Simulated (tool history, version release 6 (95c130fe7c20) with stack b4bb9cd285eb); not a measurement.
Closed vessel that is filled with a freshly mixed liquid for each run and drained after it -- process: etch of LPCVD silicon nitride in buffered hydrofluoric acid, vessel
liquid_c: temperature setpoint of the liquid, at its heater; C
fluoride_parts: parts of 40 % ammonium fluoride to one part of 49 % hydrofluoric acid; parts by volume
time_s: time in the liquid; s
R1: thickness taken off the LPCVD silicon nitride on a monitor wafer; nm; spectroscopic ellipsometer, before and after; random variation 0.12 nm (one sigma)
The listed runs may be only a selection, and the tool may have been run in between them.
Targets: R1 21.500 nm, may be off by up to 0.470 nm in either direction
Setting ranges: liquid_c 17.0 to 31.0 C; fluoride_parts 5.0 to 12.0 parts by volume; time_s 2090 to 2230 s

Run 1, hour 0.0: liquid_c 23.0 C, fluoride_parts 7.0 parts by volume, time_s 2090 s. Result: R1 42.536 nm.
Run 2, hour 7.0: liquid_c 21.0 C, fluoride_parts 8.0 parts by volume, time_s 2090 s. Result: R1 32.829 nm.
Run 3, hour 9.1: liquid_c 23.5 C, fluoride_parts 8.0 parts by volume, time_s 2090 s. Result: R1 37.773 nm.
Run 4, hour 16.9: liquid_c 23.5 C, fluoride_parts 8.0 parts by volume, time_s 2090 s. Result: R1 37.880 nm.
Run 5, hour 25.0: liquid_c 21.5 C, fluoride_parts 8.5 parts by volume, time_s 2090 s. Result: R1 31.552 nm.
Run 6, hour 34.5: liquid_c 20.0 C, fluoride_parts 9.0 parts by volume, time_s 2090 s. Result: R1 27.471 nm.
Run 7, hour 38.2: liquid_c 19.0 C, fluoride_parts 9.0 parts by volume, time_s 2090 s. Result: R1 26.024 nm.
Run 8, hour 44.3: liquid_c 18.5 C, fluoride_parts 9.0 parts by volume, time_s 2090 s. Result: R1 25.094 nm.
Run 9, hour 53.8: liquid_c 18.5 C, fluoride_parts 9.0 parts by volume, time_s 2090 s. Result: R1 25.123 nm.
Run 10, hour 60.7: liquid_c 18.0 C, fluoride_parts 9.0 parts by volume, time_s 2090 s. Result: R1 24.127 nm.
Run 11, hour 66.0: liquid_c 17.0 C, fluoride_parts 9.5 parts by volume, time_s 2090 s. Result: R1 22.349 nm.

Exercise: of the 5 proposed moves below, exactly one satisfies all targets within the stated allowed misses. Which move is it?
Run A, hour 71.3: liquid_c 18.0 C, fluoride_parts 11.5 parts by volume, time_s 2230 s. Result: R1 ?.
Run B, hour 71.3: liquid_c 17.5 C, fluoride_parts 9.5 parts by volume, time_s 2150 s. Result: R1 ?.
Run C, hour 71.3: liquid_c 17.0 C, fluoride_parts 11.5 parts by volume, time_s 2225 s. Result: R1 ?.
Run D, hour 71.3: liquid_c 17.0 C, fluoride_parts 10.5 parts by volume, time_s 2100 s. Result: R1 ?.
Run E, hour 71.3: liquid_c 17.0 C, fluoride_parts 11.5 parts by volume, time_s 2230 s. Result: R1 ?.

move      R1
   A  21.128
   B  23.442
   C  19.923
   D  20.550
   E  19.968
A: each result inside its tolerance
B: further off than the last run
C: carries the result that was furthest off beyond its target, to the other side
D: carries the result that was furthest off beyond its target, to the other side
E: carries the result that was furthest off beyond its target, to the other side
So the answer is move A, the one that meets all the targets.

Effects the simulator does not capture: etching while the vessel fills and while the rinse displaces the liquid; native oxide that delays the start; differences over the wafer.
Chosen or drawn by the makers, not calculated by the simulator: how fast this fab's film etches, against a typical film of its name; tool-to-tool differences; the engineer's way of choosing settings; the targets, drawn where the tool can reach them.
